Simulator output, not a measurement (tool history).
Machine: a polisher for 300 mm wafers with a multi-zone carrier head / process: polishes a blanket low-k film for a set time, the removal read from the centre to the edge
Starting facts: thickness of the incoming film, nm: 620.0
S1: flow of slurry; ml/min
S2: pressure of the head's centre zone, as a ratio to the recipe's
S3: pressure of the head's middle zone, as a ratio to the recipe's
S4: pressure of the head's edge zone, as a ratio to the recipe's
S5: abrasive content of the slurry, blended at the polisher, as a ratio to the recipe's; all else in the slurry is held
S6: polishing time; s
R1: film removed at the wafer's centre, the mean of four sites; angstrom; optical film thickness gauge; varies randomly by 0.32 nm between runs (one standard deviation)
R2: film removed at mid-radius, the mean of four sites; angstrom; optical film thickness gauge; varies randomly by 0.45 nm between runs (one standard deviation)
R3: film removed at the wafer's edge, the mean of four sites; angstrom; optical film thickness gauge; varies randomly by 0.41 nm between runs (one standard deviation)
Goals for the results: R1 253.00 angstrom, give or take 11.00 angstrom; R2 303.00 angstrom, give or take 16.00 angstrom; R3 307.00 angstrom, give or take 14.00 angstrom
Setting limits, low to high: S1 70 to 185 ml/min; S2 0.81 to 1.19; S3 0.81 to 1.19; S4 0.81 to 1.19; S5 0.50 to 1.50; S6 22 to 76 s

| run | hour | S1 | S2 | S3 | S4 | S5 | S6 | R1 | R2 | R3 |
|---|---|---|---|---|---|---|---|---|---|---|
| 1 | 0.0 | 120 | 1.00 | 1.00 | 1.00 | 1.00 | 49 | 326.02 | 320.76 | 324.23 |
| 2 | 8.5 | 115 | 0.98 | 1.00 | 1.00 | 1.00 | 49 | 319.13 | 319.02 | 315.62 |
| 3 | 9.9 | 115 | 0.98 | 1.00 | 1.00 | 0.80 | 49 | 270.63 | 275.45 | 272.85 |
| 4 | 14.7 | 115 | 0.96 | 1.01 | 1.02 | 0.80 | 49 | 263.90 | 277.46 | 268.41 |
| 5 | 19.7 | 115 | 0.94 | 1.00 | 1.05 | 0.85 | 49 | 274.82 | 290.05 | 293.33 |
| 6 | 21.4 | 115 | 0.94 | 1.00 | 0.97 | 0.85 | 49 | 272.31 | 283.34 | 278.21 |
| 7 | 28.4 | 115 | 0.92 | 1.00 | 0.99 | 0.85 | 49 | 274.33 | 290.52 | 283.93 |
| 8 | 30.1 | 115 | 0.90 | 1.00 | 1.01 | 0.85 | 49 | 264.20 | 289.84 | 281.19 |
| 9 | 32.9 | 115 | 0.89 | 1.00 | 1.03 | 0.85 | 49 | 260.64 | 293.19 | 289.05 |

Which one of the following 4 next-run settings gets every result inside its allowed miss? There is exactly one.
| A | 35.7 | 105 | 0.86 | 0.96 | 1.13 | 1.00 | 42 | ? | ? | ? |
| B | 35.7 | 110 | 0.86 | 1.07 | 0.97 | 0.85 | 49 | ? | ? | ? |
| C | 35.7 | 115 | 0.81 | 0.98 | 1.02 | 0.80 | 55 | ? | ? | ? |
| D | 35.7 | 115 | 0.89 | 1.02 | 1.05 | 0.90 | 50 | ? | ? | ? |

| move | R1 | R2 | R3 |
|---|---|---|---|
| A | 233.22 | 262.94 | 285.35 |
| B | 248.75 | 304.38 | 280.38 |
| C | 256.44 | 308.94 | 311.21 |
| D | 275.96 | 314.78 | 311.69 |
A: its largest miss is bigger than the last run's
B: its largest miss is bigger than the last run's
C: hits every target within its allowed miss
D: corrects the largest miss of the last run, while another result sits out of spec
Go with C: it meets all targets.
